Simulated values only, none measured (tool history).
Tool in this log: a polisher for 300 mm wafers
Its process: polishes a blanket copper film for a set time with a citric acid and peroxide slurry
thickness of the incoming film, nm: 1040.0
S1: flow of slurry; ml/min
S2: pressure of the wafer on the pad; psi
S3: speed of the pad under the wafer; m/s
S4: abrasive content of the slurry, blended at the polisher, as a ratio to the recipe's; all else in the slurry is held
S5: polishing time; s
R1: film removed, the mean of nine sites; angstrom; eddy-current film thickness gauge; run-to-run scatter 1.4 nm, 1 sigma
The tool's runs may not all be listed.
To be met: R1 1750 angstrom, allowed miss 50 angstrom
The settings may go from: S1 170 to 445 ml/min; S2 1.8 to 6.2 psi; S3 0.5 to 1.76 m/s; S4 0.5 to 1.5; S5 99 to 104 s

run  hour   S1   S2    S3    S4  S5      R1
  1     0  285    4  1.12     1  99  3419.5
  2   3.2  285    4  1.12     1  99  3408.2
  3   6.1  285  3.3  1.08     1  99  2951.6
  4  12.9  280  2.8  0.98     1  99  2461.9
  5  21.6  335  2.8  0.98     1  99  2509.5
  6  27.7  335  2.8  0.98  1.15  99  2595.1
  7  29.1  330  2.5   0.9  1.15  99  2297.5
  8  30.9  325  2.3  0.84  1.15  99  2072.3
  9  34.9  315  2.1  0.82  1.15  99  1907.6
 10  38.3  295    2  0.82  1.15  99  1871.6
 11    46  285  1.9  0.82  1.15  99  1834.7
 12  53.3  280  1.9  0.82  1.15  99  1861.7

Exactly one of the 5 candidate moves below puts every result within its allowed miss. Which one?
  A  60.6  245  1.9  0.86   1.1  101   ?
  B  60.6  290  1.8  0.84   1.4  101   ?
  C  60.6  300  2.3  0.76   1.1  102   ?
  D  60.6  245    2  0.88  1.05  101   ?
  E  60.6  315  2.8  0.58  1.15  100   ?

move      R1
   A  1884.2
   B  1917.2
   C  1937.4
   D  1947.2
   E  1753.2
A: lands further from the targets than the last run did
B: lands further from the targets than the last run did
C: lands further from the targets than the last run did
D: lands further from the targets than the last run did
E: every result within its allowed miss
Go with E: it meets all targets.
